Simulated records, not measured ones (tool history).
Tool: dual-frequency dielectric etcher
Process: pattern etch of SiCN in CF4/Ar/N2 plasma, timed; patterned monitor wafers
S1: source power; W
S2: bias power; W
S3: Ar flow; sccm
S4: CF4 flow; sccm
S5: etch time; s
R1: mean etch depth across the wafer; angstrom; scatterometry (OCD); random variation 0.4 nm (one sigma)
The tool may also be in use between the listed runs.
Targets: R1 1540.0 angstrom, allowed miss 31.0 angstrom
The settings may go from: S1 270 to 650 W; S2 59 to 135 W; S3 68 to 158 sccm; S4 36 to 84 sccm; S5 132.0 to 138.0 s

run 1 hour=0.0 | S1=460 S2=97 S3=113 S4=60 S5=132.0 | R1=1288.4
run 2 hour=1.5 | S1=460 S2=97 S3=129 S4=60 S5=132.0 | R1=1262.3
run 3 hour=5.1 | S1=460 S2=97 S3=129 S4=70 S5=132.0 | R1=1290.7
run 4 hour=12.7 | S1=520 S2=97 S3=129 S4=70 S5=132.0 | R1=1423.5
run 5 hour=16.1 | S1=520 S2=90 S3=129 S4=70 S5=132.0 | R1=1381.9
run 6 hour=23.8 | S1=520 S2=90 S3=129 S4=70 S5=138.0 | R1=1444.7
run 7 hour=32.4 | S1=530 S2=90 S3=129 S4=70 S5=138.0 | R1=1459.0
run 8 hour=37.9 | S1=540 S2=90 S3=129 S4=70 S5=138.0 | R1=1493.4
run 9 hour=40.5 | S1=550 S2=90 S3=129 S4=70 S5=138.0 | R1=1504.8

Which of these 4 next moves meets every target?
run A hour=43.1 | S1=600 S2=89 S3=135 S4=74 S5=133.0 | R1=?
run B hour=43.1 | S1=540 S2=82 S3=114 S4=69 S5=135.0 | R1=?
run C hour=43.1 | S1=550 S2=88 S3=117 S4=74 S5=133.5 | R1=?
run D hour=43.1 | S1=650 S2=62 S3=131 S4=62 S5=132.0 | R1=?

move=A R1=1545.1
move=B R1=1430.9
move=C R1=1477.8
move=D R1=1417.5
A: meets every target
B: further off than the last run
C: further off than the last run
D: further off than the last run
Answer: A

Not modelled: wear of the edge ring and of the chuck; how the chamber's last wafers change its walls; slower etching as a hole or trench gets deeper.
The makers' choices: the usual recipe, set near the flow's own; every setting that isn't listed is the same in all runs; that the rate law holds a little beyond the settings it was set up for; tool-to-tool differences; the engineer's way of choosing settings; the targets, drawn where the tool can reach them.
